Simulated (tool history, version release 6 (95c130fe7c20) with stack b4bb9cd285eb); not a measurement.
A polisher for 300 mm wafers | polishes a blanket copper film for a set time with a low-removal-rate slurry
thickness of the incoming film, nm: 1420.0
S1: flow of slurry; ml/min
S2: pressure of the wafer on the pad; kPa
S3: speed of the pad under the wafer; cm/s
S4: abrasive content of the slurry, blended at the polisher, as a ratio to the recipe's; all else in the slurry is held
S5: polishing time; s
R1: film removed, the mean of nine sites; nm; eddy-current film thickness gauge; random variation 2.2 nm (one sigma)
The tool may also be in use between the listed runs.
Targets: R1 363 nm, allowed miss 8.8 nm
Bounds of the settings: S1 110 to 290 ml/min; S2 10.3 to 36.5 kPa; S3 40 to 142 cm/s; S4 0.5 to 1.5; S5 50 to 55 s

| run | hour | S1 | S2 | S3 | S4 | S5 | R1 |
|---|---|---|---|---|---|---|---|
| 1 | 0 | 185 | 23.4 | 90 | 1 | 55 | 198.15 |
| 2 | 7.8 | 185 | 19.3 | 90 | 1 | 55 | 163.87 |
| 3 | 10.1 | 155 | 19.3 | 90 | 1 | 55 | 160.33 |
| 4 | 14.4 | 155 | 19.3 | 90 | 0.9 | 55 | 158.43 |
| 5 | 18 | 190 | 19.3 | 90 | 0.9 | 55 | 161.92 |
| 6 | 26.3 | 195 | 23.4 | 90 | 0.9 | 55 | 198.1 |
| 7 | 30.4 | 205 | 26.2 | 90 | 0.9 | 55 | 219.01 |
| 8 | 34.3 | 210 | 29 | 92 | 0.9 | 55 | 251.74 |
| 9 | 36.2 | 215 | 31 | 92 | 0.9 | 55 | 269.42 |
| 10 | 39.6 | 215 | 31 | 92 | 0.9 | 55 | 267.6 |
| 11 | 41.9 | 225 | 32.4 | 94 | 0.9 | 55 | 285.52 |
| 12 | 44.6 | 225 | 33.1 | 96 | 0.9 | 55 | 299.05 |
| 13 | 47.8 | 225 | 33.8 | 98 | 0.9 | 55 | 314.1 |

5 next moves are on the table. One of them brings every result within its allowed miss. Which?
| A | 51 | 260 | 36.5 | 106 | 0.75 | 55 | ? |
| B | 51 | 230 | 35.9 | 122 | 0.85 | 52 | ? |
| C | 51 | 285 | 32.4 | 122 | 1.4 | 53 | ? |
| D | 51 | 190 | 33.1 | 110 | 0.75 | 55 | ? |
| E | 51 | 195 | 35.2 | 130 | 0.9 | 50 | ? |

| move | R1 |
|---|---|
| A | 361.22 |
| B | 385.6 |
| C | 392.31 |
| D | 327.15 |
| E | 382.04 |
A: meets every target
B: takes the result that was furthest off past its target
C: takes the result that was furthest off past its target
D: nearer than the last run, and not there yet
E: takes the result that was furthest off past its target
Answer: A
